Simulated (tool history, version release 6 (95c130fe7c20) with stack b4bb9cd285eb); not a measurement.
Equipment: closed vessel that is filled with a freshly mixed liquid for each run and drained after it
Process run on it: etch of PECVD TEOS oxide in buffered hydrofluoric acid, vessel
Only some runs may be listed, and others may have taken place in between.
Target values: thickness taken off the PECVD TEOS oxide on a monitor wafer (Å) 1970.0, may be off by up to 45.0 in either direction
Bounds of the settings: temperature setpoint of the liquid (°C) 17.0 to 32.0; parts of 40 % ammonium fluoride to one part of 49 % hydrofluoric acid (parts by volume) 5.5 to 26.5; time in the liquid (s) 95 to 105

run	day	temperature setpoint of the liquid (°C)	parts of 40 % ammonium fluoride to one part of 49 % hydrofluoric acid (parts by volume)	time in the liquid (s)	thickness taken off the PECVD TEOS oxide on a monitor wafer (Å)
1	0.000	25.0	16.0	95	2268.1
2	0.154	27.5	16.0	95	2577.4
3	0.238	27.0	16.0	95	2518.3
4	0.375	26.5	16.0	95	2465.9
5	0.525	26.0	16.0	95	2406.0
6	0.908	25.5	16.0	95	2322.2
7	1.138	25.0	16.0	95	2274.6
8	1.496	24.5	16.0	95	2234.9
9	1.562	24.0	16.0	95	2156.3
10	1.683	23.0	16.0	95	2042.9

Pick the move, out of 4, that brings all results within their allowed miss; only one does.
A	1.804	21.5	15.0	100	?
B	1.804	21.5	17.0	105	?
C	1.804	20.5	14.5	100	?
D	1.804	20.5	13.5	95	?

move	thickness taken off the PECVD TEOS oxide on a monitor wafer (Å)
A	2109.5
B	1958.2
C	2062.8
D	2102.2
A: further off than the last run
B: in spec on every target
C: further off than the last run
D: further off than the last run
Answer: B
